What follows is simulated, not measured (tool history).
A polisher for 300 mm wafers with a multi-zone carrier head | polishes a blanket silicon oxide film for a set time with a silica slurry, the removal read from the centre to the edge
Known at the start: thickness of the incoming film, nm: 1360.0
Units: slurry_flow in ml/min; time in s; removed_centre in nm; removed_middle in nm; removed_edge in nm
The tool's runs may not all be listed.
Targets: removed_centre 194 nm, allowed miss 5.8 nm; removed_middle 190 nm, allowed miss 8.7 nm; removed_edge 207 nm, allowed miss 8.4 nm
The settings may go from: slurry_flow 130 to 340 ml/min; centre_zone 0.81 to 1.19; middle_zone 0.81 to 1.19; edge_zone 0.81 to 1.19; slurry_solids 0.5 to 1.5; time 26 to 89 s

run  hour  slurry_flow  centre_zone  middle_zone  edge_zone  slurry_solids  time  removed_centre  removed_middle  removed_edge
  1     0          220            1            1          1              1    57           224.4          225.19        218.23
  2   5.9          215         0.99         0.99          1              1    57          221.48          213.91        221.69
  3   8.5          210         0.98         0.99       0.99              1    57          220.94          221.64        219.33
  4  10.9          210         0.98         0.99       0.99              1    48          184.81          187.46        189.61
  5  19.9          210         0.98         0.95       0.99              1    48          183.57          176.23        186.45
  6  26.2          210         0.98         1.01       0.99              1    48          184.11          190.38        185.64
  7  32.7          210         0.98         1.01          1              1    48           186.7          189.84        187.74
  8  36.7          210         0.98         1.01       1.01              1    48          182.21           185.9        186.63
  9  38.1          210         0.98            1       1.01              1    48          185.07          187.77        186.71

5 next moves are on the table. One of them brings every result within its allowed miss. Which?
  A  39.5          215         1.01         1.12       0.99           0.95    46               ?               ?             ?
  B  39.5          180         0.93         0.91          1           0.95    55               ?               ?             ?
  C  39.5          160         0.83         0.97          1            0.9    55               ?               ?             ?
  D  39.5          205         0.81         0.97       1.02           0.95    54               ?               ?             ?
  E  39.5          175         0.88         0.86       1.05           0.95    54               ?               ?             ?

move  removed_centre  removed_middle  removed_edge
   A           178.7          191.85        176.12
   B          194.64          189.17        209.43
   C           167.9          190.17        199.99
   D           172.2          198.58        209.46
   E          181.51          176.76        210.28
A: further off than the last run
B: meets every target
C: brings the result that was furthest off to its target, and leaves another outside
D: brings the result that was furthest off to its target, and leaves another outside
E: brings the result that was furthest off to its target, and leaves another outside
Move B is the one to make.
